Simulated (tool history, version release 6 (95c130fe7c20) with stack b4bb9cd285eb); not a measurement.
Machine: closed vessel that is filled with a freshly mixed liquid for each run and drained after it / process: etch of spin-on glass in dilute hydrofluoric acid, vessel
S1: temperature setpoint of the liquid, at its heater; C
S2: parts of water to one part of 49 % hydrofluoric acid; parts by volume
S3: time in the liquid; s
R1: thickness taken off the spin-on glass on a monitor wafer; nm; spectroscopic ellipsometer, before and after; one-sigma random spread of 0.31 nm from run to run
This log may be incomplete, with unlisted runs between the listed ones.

run  hour    S1   S2   S3      R1
  1     0    26   80  105  39.556
  2   7.1    27   80  105  41.255
  3  15.9    28   80  105  42.627
  4  22.8    28  100  105  33.569
  5  27.2    28  100  115  36.598
  6    30  28.5  100  115  37.055
  7  32.7    29  100  115  38.182

Estimate the outcome of run 8 from the log above:
  8  41.7  29.5  100  115   ?

{"run 8": {"R1": 38.717}}

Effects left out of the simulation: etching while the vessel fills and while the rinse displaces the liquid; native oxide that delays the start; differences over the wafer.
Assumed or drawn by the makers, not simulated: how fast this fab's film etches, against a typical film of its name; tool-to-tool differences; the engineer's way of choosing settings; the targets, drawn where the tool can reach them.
